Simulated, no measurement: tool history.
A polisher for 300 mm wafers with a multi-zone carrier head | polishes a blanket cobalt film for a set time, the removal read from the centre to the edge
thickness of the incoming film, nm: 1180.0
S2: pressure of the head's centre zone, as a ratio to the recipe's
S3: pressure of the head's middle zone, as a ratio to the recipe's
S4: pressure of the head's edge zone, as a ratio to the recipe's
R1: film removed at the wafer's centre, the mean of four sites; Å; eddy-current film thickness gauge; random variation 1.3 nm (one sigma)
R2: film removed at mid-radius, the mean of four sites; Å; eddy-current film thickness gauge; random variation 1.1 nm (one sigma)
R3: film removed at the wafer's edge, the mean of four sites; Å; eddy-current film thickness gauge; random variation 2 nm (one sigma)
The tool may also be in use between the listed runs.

Run 1, hour 0: flow of slurry (ml/min) 215, S2 1, S3 1, S4 1, polishing time (s) 39. Result: R1 1947.2 Å, R2 1983.5 Å, R3 1989.5 Å.
Run 2, hour 5.9: flow of slurry (ml/min) 210, S2 0.99, S3 0.98, S4 0.95, polishing time (s) 37. Result: R1 1845.7 Å, R2 1859.9 Å, R3 1829.7 Å.
Run 3, hour 8.6: flow of slurry (ml/min) 200, S2 0.97, S3 0.96, S4 0.92, polishing time (s) 36. Result: R1 1749.3 Å, R2 1762.1 Å, R3 1762.4 Å.
Run 4, hour 12.8: flow of slurry (ml/min) 200, S2 0.97, S3 0.96, S4 0.92, polishing time (s) 44. Result: R1 2129.1 Å, R2 2178.3 Å, R3 2159.3 Å.
Run 5, hour 18.7: flow of slurry (ml/min) 200, S2 0.96, S3 0.95, S4 0.89, polishing time (s) 41. Result: R1 1970.1 Å, R2 1985.3 Å, R3 1980.7 Å.
Run 6, hour 25.7: flow of slurry (ml/min) 200, S2 0.96, S3 0.99, S4 0.89, polishing time (s) 41. Result: R1 1971.3 Å, R2 2056.8 Å, R3 1945.2 Å.
Run 7, hour 26.5: flow of slurry (ml/min) 195, S2 0.95, S3 0.97, S4 0.87, polishing time (s) 39. Result: R1 1860.2 Å, R2 1955.7 Å, R3 1819.7 Å.
Run 8, hour 31: flow of slurry (ml/min) 190, S2 0.94, S3 0.95, S4 0.86, polishing time (s) 38. Result: R1 1775 Å, R2 1860.3 Å, R3 1795.8 Å.
Run 9, hour 33.9: flow of slurry (ml/min) 200, S2 0.97, S3 0.92, S4 0.83, polishing time (s) 32. Result: R1 1545.9 Å, R2 1536.5 Å, R3 1496.8 Å.
Run 10, hour 39.3: flow of slurry (ml/min) 205, S2 0.97, S3 0.92, S4 0.84, polishing time (s) 32. Result: R1 1548.4 Å, R2 1545.5 Å, R3 1466.7 Å.

The next listed run, before its measurement:
Run 11, hour 48.3: flow of slurry (ml/min) 205, S2 0.97, S3 0.93, S4 0.86, polishing time (s) 32. Result: R1 ?, R2 ?, R3 ?.

Run 11 gave R1 1559.5 Å, R2 1523.8 Å, R3 1520.6 Å.
